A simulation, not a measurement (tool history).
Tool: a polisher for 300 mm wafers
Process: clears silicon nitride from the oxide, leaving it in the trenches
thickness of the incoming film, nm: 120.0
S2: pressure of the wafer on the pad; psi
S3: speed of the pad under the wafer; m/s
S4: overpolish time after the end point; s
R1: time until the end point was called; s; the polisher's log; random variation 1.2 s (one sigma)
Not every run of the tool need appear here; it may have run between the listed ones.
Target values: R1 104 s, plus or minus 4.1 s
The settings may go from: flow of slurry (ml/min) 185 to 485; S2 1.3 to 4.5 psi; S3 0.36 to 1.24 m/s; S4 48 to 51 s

{"run": 1, "hour": 0.0, "flow of slurry (ml/min)": 310, "S2": 2.9, "S3": 0.8, "S4": 48, "R1": 179.55}
{"run": 2, "hour": 5.0, "flow of slurry (ml/min)": 310, "S2": 2.5, "S3": 0.8, "S4": 48, "R1": 203.98}
{"run": 3, "hour": 7.3, "flow of slurry (ml/min)": 310, "S2": 2.5, "S3": 0.9, "S4": 48, "R1": 184.2}
{"run": 4, "hour": 8.7, "flow of slurry (ml/min)": 310, "S2": 2.7, "S3": 0.9, "S4": 48, "R1": 173.75}
{"run": 5, "hour": 12.1, "flow of slurry (ml/min)": 310, "S2": 2.9, "S3": 0.9, "S4": 48, "R1": 159.37}
{"run": 6, "hour": 20.5, "flow of slurry (ml/min)": 310, "S2": 3.5, "S3": 0.9, "S4": 48, "R1": 136.17}
{"run": 7, "hour": 23.0, "flow of slurry (ml/min)": 310, "S2": 3.6, "S3": 0.9, "S4": 48, "R1": 132.16}
{"run": 8, "hour": 27.6, "flow of slurry (ml/min)": 310, "S2": 3.7, "S3": 0.9, "S4": 48, "R1": 129.02}
{"run": 9, "hour": 28.3, "flow of slurry (ml/min)": 310, "S2": 3.8, "S3": 0.9, "S4": 48, "R1": 123.92}

Below are 5 possible settings for the next run. Only one of them brings all results inside the allowed miss of their targets. Which is it?
{"run": "A", "hour": 29.0, "flow of slurry (ml/min)": 380, "S2": 3.9, "S3": 1.14, "S4": 51, "R1": "?"}
{"run": "B", "hour": 29.0, "flow of slurry (ml/min)": 400, "S2": 4.3, "S3": 0.82, "S4": 48, "R1": "?"}
{"run": "C", "hour": 29.0, "flow of slurry (ml/min)": 335, "S2": 3.7, "S3": 0.64, "S4": 48, "R1": "?"}
{"run": "D", "hour": 29.0, "flow of slurry (ml/min)": 270, "S2": 4.1, "S3": 1.04, "S4": 51, "R1": "?"}
{"run": "E", "hour": 29.0, "flow of slurry (ml/min)": 300, "S2": 4.2, "S3": 1.1, "S4": 48, "R1": "?"}

move=A R1=94.595
move=B R1=115.57
move=C R1=170.34
move=D R1=102.67
move=E R1=93.7
A: pushes the last run's worst result past its target
B: gains on the last run, yet a result remains outside its allowed miss
C: misses by more than the last run did
D: meets every target
E: pushes the last run's worst result past its target
Go with D: it meets all targets.

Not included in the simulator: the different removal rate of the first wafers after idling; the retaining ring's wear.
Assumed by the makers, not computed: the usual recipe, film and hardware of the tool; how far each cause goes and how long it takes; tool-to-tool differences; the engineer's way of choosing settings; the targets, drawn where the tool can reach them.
